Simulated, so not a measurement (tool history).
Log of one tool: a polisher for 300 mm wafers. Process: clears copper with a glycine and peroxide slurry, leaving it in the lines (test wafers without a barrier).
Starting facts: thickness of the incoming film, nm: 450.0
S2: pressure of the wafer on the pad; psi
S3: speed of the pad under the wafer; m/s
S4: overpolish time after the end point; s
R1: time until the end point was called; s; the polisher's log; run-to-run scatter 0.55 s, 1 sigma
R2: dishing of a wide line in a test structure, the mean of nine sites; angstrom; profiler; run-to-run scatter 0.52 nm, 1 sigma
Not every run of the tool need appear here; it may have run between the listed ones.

{"run": 1, "hour": 0.0, "flow of slurry (ml/min)": 285, "S2": 3, "S3": 1.16, "S4": 13, "R1": 72.306, "R2": 572.16}
{"run": 2, "hour": 6.6, "flow of slurry (ml/min)": 285, "S2": 3, "S3": 1.38, "S4": 13, "R1": 64.287, "R2": 615.45}
{"run": 3, "hour": 11.1, "flow of slurry (ml/min)": 300, "S2": 2.9, "S3": 1.44, "S4": 12, "R1": 62.651, "R2": 567.4}
{"run": 4, "hour": 20.0, "flow of slurry (ml/min)": 300, "S2": 2.9, "S3": 1.44, "S4": 8, "R1": 62.907, "R2": 415.12}
{"run": 5, "hour": 25.6, "flow of slurry (ml/min)": 300, "S2": 2.9, "S3": 1.44, "S4": 5, "R1": 64.077, "R2": 268.63}
{"run": 6, "hour": 30.3, "flow of slurry (ml/min)": 300, "S2": 2.9, "S3": 1.64, "S4": 5, "R1": 57.987, "R2": 292.75}
{"run": 7, "hour": 32.3, "flow of slurry (ml/min)": 285, "S2": 2.9, "S3": 1.66, "S4": 5, "R1": 57.363, "R2": 293.97}
{"run": 8, "hour": 40.5, "flow of slurry (ml/min)": 270, "S2": 2.9, "S3": 1.68, "S4": 5, "R1": 57.686, "R2": 280.82}
{"run": 9, "hour": 46.3, "flow of slurry (ml/min)": 265, "S2": 2.9, "S3": 1.68, "S4": 5, "R1": 57.142, "R2": 301.37}
{"run": 10, "hour": 52.9, "flow of slurry (ml/min)": 280, "S2": 2.8, "S3": 1.7, "S4": 5, "R1": 58.35, "R2": 293.44}
{"run": 11, "hour": 57.1, "flow of slurry (ml/min)": 265, "S2": 2.8, "S3": 1.7, "S4": 5, "R1": 58.417, "R2": 286.77}
{"run": 12, "hour": 65.7, "flow of slurry (ml/min)": 255, "S2": 2.8, "S3": 1.72, "S4": 5, "R1": 58.211, "R2": 296.66}

What will run 13 give?
{"run": 13, "hour": 68.3, "flow of slurry (ml/min)": 275, "S2": 2.7, "S3": 1.72, "S4": 5, "R1": "?", "R2": "?"}

R1: 58.017 s
R2: 282.52 angstrom

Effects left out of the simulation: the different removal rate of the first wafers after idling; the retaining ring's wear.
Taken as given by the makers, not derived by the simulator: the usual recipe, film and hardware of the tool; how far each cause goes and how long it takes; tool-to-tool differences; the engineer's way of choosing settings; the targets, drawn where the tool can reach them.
